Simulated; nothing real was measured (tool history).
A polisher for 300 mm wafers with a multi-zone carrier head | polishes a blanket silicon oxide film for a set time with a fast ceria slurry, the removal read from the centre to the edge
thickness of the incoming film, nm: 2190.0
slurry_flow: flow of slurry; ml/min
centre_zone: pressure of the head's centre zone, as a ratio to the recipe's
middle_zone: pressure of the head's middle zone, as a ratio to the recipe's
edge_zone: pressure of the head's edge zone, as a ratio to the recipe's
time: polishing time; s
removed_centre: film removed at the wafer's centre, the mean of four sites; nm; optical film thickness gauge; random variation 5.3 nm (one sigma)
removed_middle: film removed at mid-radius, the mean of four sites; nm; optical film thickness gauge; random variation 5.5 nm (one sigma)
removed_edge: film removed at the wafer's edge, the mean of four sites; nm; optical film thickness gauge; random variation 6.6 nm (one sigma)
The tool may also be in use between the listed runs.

run  hour  slurry_flow  centre_zone  middle_zone  edge_zone  time  removed_centre  removed_middle  removed_edge
  1     0          195            1            1          1    54          864.45          868.49        868.89
  2   6.2          195            1            1       0.94    54          867.52          877.53        842.28
  3   6.8          195            1         0.94       0.94    54          880.37           837.4        845.96
  4  11.8          195         1.06         0.94       0.94    54           939.1          830.52        839.69
  5  18.7          240         1.06         0.94       0.94    54           946.7          849.66        862.33
  6    26          240         0.99         0.94       0.94    48          796.68          777.95        772.54
  7  29.6          185         0.89         0.89       0.94    34          486.35          512.71        536.68
  8  36.9          205         0.88         0.91       0.96    34           485.9          527.66        532.39

Forecast run 9:
  9  39.6          205         0.87         0.93          1    35               ?               ?             ?

removed_centre: 497.84 nm
removed_middle: 542.18 nm
removed_edge: 557.19 nm
